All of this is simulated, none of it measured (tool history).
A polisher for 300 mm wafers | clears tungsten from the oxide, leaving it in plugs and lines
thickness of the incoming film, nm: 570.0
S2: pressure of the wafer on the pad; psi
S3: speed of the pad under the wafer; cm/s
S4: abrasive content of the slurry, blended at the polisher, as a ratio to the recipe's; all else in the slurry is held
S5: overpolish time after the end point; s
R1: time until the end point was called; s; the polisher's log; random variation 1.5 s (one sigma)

run 1 hour=0.0 | flow_of_slurry_(ml/min)=210 S2=3.7 S3=120 S4=1.0 S5=11 | R1=100.71
run 2 hour=5.1 | flow_of_slurry_(ml/min)=210 S2=3.5 S3=120 S4=1.0 S5=11 | R1=109.41
run 3 hour=9.9 | flow_of_slurry_(ml/min)=210 S2=3.4 S3=120 S4=1.0 S5=11 | R1=112.16
run 4 hour=18.4 | flow_of_slurry_(ml/min)=210 S2=3.3 S3=120 S4=1.0 S5=11 | R1=114.05
run 5 hour=21.6 | flow_of_slurry_(ml/min)=210 S2=3.3 S3=120 S4=1.0 S5=9 | R1=113.35
run 6 hour=29.8 | flow_of_slurry_(ml/min)=210 S2=3.3 S3=120 S4=0.8 S5=9 | R1=115.55
run 7 hour=30.9 | flow_of_slurry_(ml/min)=210 S2=3.2 S3=120 S4=0.8 S5=9 | R1=122.87

The next listed run, before its measurement:
run 8 hour=38.1 | flow_of_slurry_(ml/min)=210 S2=3.1 S3=120 S4=0.8 S5=9 | R1=?

Run 8 gave R1 128.73 s.

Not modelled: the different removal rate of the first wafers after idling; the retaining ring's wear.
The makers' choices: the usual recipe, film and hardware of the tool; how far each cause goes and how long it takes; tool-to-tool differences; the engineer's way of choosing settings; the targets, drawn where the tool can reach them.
